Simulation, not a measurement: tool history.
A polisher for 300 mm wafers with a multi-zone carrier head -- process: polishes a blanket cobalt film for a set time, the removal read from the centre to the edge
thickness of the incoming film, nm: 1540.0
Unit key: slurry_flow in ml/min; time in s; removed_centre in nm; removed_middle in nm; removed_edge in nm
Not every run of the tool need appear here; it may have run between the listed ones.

run,day,slurry_flow,centre_zone,middle_zone,edge_zone,time,removed_centre,removed_middle,removed_edge
1,0,235,1,1,1,42,135.26,136.79,135.42
2,0.221,240,1.03,1.02,1.02,44,146.35,140.45,143.43
3,0.496,245,1.04,1.05,1.01,46,151.16,151.59,151.45
4,0.692,245,1.04,1.05,1.01,54,179.4,179.48,176.28
5,0.888,245,1.04,1.05,0.93,54,178.43,178.86,166.92
6,1.154,245,1.04,1.1,0.93,54,176.5,187.58,166.47
7,1.258,250,1.06,1.1,0.94,54,181.99,187.7,170.65
8,1.375,260,1.08,1.1,0.94,54,186.59,192.55,168.32
9,1.517,260,1.09,1.09,0.96,54,186.28,185.38,175
10,1.604,265,1.11,1.1,0.95,54,193.45,185.41,170.91
11,1.954,270,1.12,1.11,0.96,54,198.11,187.83,172.64
12,2.204,275,1.12,1.11,0.97,54,193.37,187.64,173.28
13,2.525,275,1.12,1.11,0.97,54,193.63,187.42,174.84
# day 2.9: edge zone pressure recalibrated
14,2.9,275,1.13,1.12,0.97,54,193.24,189.11,163.83

For run 15, what comes out?
15,3.233,305,1.12,1.08,1.02,56,?,?,?

{"run 15": {"removed_centre": 202.55, "removed_middle": 194.87, "removed_edge": 175.95}}
